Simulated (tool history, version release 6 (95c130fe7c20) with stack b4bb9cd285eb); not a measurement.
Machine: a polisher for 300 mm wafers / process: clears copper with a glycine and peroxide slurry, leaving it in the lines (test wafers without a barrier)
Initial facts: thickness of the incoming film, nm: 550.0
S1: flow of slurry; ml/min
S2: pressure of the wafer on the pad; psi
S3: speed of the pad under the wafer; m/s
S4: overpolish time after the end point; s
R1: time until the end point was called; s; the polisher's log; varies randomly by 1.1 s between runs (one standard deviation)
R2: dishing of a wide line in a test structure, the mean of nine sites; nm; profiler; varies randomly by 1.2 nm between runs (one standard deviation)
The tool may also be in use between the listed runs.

run 1 hour=0 | S1=305 S2=3.4 S3=1.08 S4=9 | R1=71.545 R2=47.996
run 2 hour=0.8 | S1=305 S2=3.4 S3=0.84 S4=9 | R1=87.695 R2=41.903
run 3 hour=8.5 | S1=305 S2=3.8 S3=0.86 S4=10 | R1=82.454 R2=47.912
run 4 hour=12.1 | S1=305 S2=4.1 S3=0.92 S4=11 | R1=72.849 R2=59.096
run 5 hour=17.9 | S1=305 S2=3.4 S3=0.92 S4=11 | R1=83.144 R2=50.666
run 6 hour=21.5 | S1=350 S2=3.4 S3=0.92 S4=11 | R1=80.507 R2=51.853

What does the tool deliver on the next run?
run 7 hour=25.3 | S1=340 S2=4.4 S3=0.96 S4=13 | R1=? R2=?

{"run 7": {"R1": 65.15, "R2": 70.7}}
